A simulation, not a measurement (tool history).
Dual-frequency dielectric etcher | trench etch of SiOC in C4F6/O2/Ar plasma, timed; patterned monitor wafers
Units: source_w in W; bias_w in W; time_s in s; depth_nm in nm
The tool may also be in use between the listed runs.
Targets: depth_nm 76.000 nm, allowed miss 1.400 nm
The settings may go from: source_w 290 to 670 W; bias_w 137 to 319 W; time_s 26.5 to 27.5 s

{"run": 1, "hour": 0.0, "source_w": 480, "bias_w": 228, "time_s": 26.5, "depth_nm": 66.887}
{"run": 2, "hour": 5.3, "source_w": 480, "bias_w": 188, "time_s": 26.5, "depth_nm": 61.24}
{"run": 3, "hour": 10.4, "source_w": 480, "bias_w": 188, "time_s": 26.5, "depth_nm": 61.817}
{"run": 4, "hour": 13.2, "source_w": 520, "bias_w": 198, "time_s": 26.5, "depth_nm": 66.163}
{"run": 5, "hour": 19.5, "source_w": 520, "bias_w": 216, "time_s": 26.5, "depth_nm": 69.363}
{"run": 6, "hour": 25.6, "source_w": 540, "bias_w": 217, "time_s": 26.5, "depth_nm": 70.334}
{"run": 7, "hour": 34.5, "source_w": 560, "bias_w": 218, "time_s": 26.5, "depth_nm": 71.657}
{"run": 8, "hour": 35.8, "source_w": 570, "bias_w": 219, "time_s": 26.5, "depth_nm": 73.314}
{"run": 9, "hour": 43.5, "source_w": 580, "bias_w": 219, "time_s": 26.5, "depth_nm": 73.737}
{"run": 10, "hour": 48.7, "source_w": 590, "bias_w": 219, "time_s": 26.5, "depth_nm": 73.576}

4 next moves are on the table. One of them brings every result within its allowed miss. Which?
{"run": "A", "hour": 53.9, "source_w": 620, "bias_w": 178, "time_s": 27.0, "depth_nm": "?"}
{"run": "B", "hour": 53.9, "source_w": 540, "bias_w": 233, "time_s": 27.0, "depth_nm": "?"}
{"run": "C", "hour": 53.9, "source_w": 610, "bias_w": 227, "time_s": 26.5, "depth_nm": "?"}
{"run": "D", "hour": 53.9, "source_w": 590, "bias_w": 185, "time_s": 26.5, "depth_nm": "?"}

move=A depth_nm=70.863
move=B depth_nm=73.407
move=C depth_nm=76.335
move=D depth_nm=68.748
A: further off than the last run
B: further off than the last run
C: meets every target
D: further off than the last run
Move C is the one to make.

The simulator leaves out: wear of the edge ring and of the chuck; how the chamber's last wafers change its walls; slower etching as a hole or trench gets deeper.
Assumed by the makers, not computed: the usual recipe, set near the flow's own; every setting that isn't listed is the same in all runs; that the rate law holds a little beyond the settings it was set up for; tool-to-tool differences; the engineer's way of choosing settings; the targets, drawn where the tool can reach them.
